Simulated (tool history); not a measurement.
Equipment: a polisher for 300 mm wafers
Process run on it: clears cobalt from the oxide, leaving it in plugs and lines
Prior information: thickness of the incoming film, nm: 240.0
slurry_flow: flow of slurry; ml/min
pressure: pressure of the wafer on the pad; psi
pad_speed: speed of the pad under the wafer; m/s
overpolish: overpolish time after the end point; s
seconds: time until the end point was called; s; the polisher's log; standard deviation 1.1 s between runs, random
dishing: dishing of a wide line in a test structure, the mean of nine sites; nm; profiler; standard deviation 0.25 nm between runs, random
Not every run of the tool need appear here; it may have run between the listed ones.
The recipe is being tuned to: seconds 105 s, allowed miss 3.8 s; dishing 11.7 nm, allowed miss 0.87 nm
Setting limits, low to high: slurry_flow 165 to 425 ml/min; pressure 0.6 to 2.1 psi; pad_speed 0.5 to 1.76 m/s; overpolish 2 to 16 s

run	hour	slurry_flow	pressure	pad_speed	overpolish	seconds	dishing
1	0	275	1.3	1.12	8	82.553	21.959
2	3.7	275	1.3	1	8	90.217	19.965
3	8.7	275	1.4	1	8	85.001	20.671
4	14.6	275	1.4	1	7	85.893	18.257
5	17.7	275	1.4	1.24	7	69.627	21.79
6	25.1	275	1.3	1.24	6	73.754	18.411
7	29.8	275	1.2	1.24	6	78.413	17.652
8	32.3	275	0.8	1.22	4	107.24	9.5555

Consider the 5 candidate settings below. Which is the only one whose results all fall within their allowed miss of target?
A	34.8	300	0.9	1.16	6	?	?
B	34.8	300	0.9	1.06	6	?	?
C	34.8	250	0.7	1.32	7	?	?
D	34.8	275	0.8	1.22	5	?	?
E	34.8	255	0.8	1.26	6	?	?

move	seconds	dishing
A	102.03	14.013
B	111.35	13.02
C	108.08	15.186
D	106.03	11.607
E	103.48	13.848
A: carries the result that was furthest off beyond its target, to the other side
B: carries the result that was furthest off beyond its target, to the other side
C: carries the result that was furthest off beyond its target, to the other side
D: every result lands within tolerance
E: carries the result that was furthest off beyond its target, to the other side
Go with D: it meets all targets.
